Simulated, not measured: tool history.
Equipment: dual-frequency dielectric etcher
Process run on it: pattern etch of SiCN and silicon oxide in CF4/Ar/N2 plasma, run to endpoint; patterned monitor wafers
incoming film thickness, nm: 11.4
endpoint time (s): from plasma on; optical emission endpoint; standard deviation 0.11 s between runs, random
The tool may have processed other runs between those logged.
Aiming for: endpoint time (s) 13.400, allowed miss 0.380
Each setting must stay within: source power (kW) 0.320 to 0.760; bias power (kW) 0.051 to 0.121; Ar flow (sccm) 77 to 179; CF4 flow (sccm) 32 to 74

run	hour	source power (kW)	bias power (kW)	Ar flow (sccm)	CF4 flow (sccm)	endpoint time (s)
1	0.0	0.540	0.086	128	53	11.249
2	6.0	0.540	0.086	111	53	10.761
3	6.8	0.510	0.085	111	53	11.288
4	7.6	0.510	0.099	111	53	10.713
5	9.4	0.450	0.099	111	53	11.501
6	16.7	0.430	0.098	111	53	11.689
7	17.5	0.410	0.097	112	53	12.182
8	23.1	0.400	0.097	112	53	12.531
9	27.9	0.390	0.097	112	53	12.697

Below are 5 possible settings for the next run. Only one of them brings all results inside the allowed miss of their targets. Which is it?
A	32.7	0.350	0.095	122	43	?
B	32.7	0.360	0.102	124	51	?
C	32.7	0.400	0.076	115	47	?
D	32.7	0.320	0.092	113	57	?
E	32.7	0.320	0.098	115	48	?

move	endpoint time (s)
A	14.412
B	13.378
C	14.254
D	14.378
E	14.464
A: moves the result that the last run missed by most past its target, out the other side
B: every result within its allowed miss
C: moves the result that the last run missed by most past its target, out the other side
D: moves the result that the last run missed by most past its target, out the other side
E: moves the result that the last run missed by most past its target, out the other side
The move that meets every target is B.

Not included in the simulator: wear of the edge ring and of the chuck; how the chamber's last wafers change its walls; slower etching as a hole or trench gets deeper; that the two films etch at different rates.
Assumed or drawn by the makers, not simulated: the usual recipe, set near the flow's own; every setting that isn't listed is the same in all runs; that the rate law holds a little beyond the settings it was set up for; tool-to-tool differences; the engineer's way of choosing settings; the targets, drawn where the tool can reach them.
